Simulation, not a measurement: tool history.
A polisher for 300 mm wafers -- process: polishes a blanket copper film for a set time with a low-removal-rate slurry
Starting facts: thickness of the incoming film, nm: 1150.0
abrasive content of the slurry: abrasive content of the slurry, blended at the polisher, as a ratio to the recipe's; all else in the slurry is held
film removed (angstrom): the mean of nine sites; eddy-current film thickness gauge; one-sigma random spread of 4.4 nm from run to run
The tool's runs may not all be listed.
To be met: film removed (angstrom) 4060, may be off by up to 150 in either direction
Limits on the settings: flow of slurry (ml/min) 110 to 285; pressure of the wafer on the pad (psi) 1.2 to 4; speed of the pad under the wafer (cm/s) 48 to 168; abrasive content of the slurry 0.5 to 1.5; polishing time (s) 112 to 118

run,day,flow of slurry (ml/min),pressure of the wafer on the pad (psi),speed of the pad under the wafer (cm/s),abrasive content of the slurry,polishing time (s),film removed (angstrom)
1,0,180,2.6,108,1,112,3397.6
2,0.188,145,2.6,108,1,112,3301.2
3,0.288,145,2.6,108,1,118,3468.8
4,0.354,155,2.7,108,1,118,3549.8
5,0.721,110,2.7,108,1,118,3484.8
6,0.808,110,2.7,108,1,118,3474.7
7,0.858,120,2.8,108,1,118,3662.3
8,0.975,125,2.9,108,1,118,3683

Consider the 5 candidate settings below. Which is the only one whose results all fall within their allowed miss of target?
A,1.092,205,2.8,128,1.05,118,?
B,1.092,110,3.2,88,0.8,112,?
C,1.092,185,2.4,124,1.05,115,?
D,1.092,110,3.5,102,1.15,118,?
E,1.092,110,2.8,132,1,114,?

move,film removed (angstrom)
A,4414.3
B,3109.7
C,3569.4
D,4319.6
E,4039.5
A: moves the result that the last run missed by most past its target, out the other side
B: moves away from the targets compared with the last run
C: moves away from the targets compared with the last run
D: moves the result that the last run missed by most past its target, out the other side
E: all results land within tolerance of their targets
E is the move that brings every result within its allowed miss.
